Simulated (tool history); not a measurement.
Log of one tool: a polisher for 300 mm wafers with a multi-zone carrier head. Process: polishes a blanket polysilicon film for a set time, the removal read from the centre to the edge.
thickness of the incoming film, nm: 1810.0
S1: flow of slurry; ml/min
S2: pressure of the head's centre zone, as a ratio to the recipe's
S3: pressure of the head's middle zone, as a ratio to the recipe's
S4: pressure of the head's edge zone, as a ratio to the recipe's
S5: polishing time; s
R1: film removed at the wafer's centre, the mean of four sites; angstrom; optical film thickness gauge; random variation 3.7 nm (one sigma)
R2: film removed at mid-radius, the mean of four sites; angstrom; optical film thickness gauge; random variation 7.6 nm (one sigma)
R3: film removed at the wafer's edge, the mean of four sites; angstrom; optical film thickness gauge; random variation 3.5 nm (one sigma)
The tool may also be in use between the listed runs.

{"run": 1, "hour": 0.0, "S1": 120, "S2": 1.0, "S3": 1.0, "S4": 1.0, "S5": 62, "R1": 6449.4, "R2": 6822.2, "R3": 6550.6}
{"run": 2, "hour": 4.2, "S1": 120, "S2": 1.0, "S3": 1.06, "S4": 1.0, "S5": 62, "R1": 6362.1, "R2": 7224.8, "R3": 6532.6}
{"run": 3, "hour": 10.5, "S1": 120, "S2": 1.04, "S3": 1.06, "S4": 1.0, "S5": 62, "R1": 6713.0, "R2": 6937.6, "R3": 6573.2}
{"run": 4, "hour": 17.2, "S1": 115, "S2": 1.04, "S3": 1.07, "S4": 0.95, "S5": 58, "R1": 6200.5, "R2": 6640.9, "R3": 5948.2}
{"run": 5, "hour": 21.2, "S1": 110, "S2": 1.05, "S3": 1.06, "S4": 0.91, "S5": 56, "R1": 6031.7, "R2": 6200.7, "R3": 5566.8}
{"run": 6, "hour": 29.2, "S1": 110, "S2": 1.05, "S3": 1.06, "S4": 0.97, "S5": 56, "R1": 6029.2, "R2": 6346.5, "R3": 5732.2}

Expected results for the next run?
{"run": 7, "hour": 32.5, "S1": 100, "S2": 1.05, "S3": 1.05, "S4": 0.93, "S5": 55, "R1": "?", "R2": "?", "R3": "?"}

R1: 5720.1 angstrom
R2: 6098.5 angstrom
R3: 5458.7 angstrom

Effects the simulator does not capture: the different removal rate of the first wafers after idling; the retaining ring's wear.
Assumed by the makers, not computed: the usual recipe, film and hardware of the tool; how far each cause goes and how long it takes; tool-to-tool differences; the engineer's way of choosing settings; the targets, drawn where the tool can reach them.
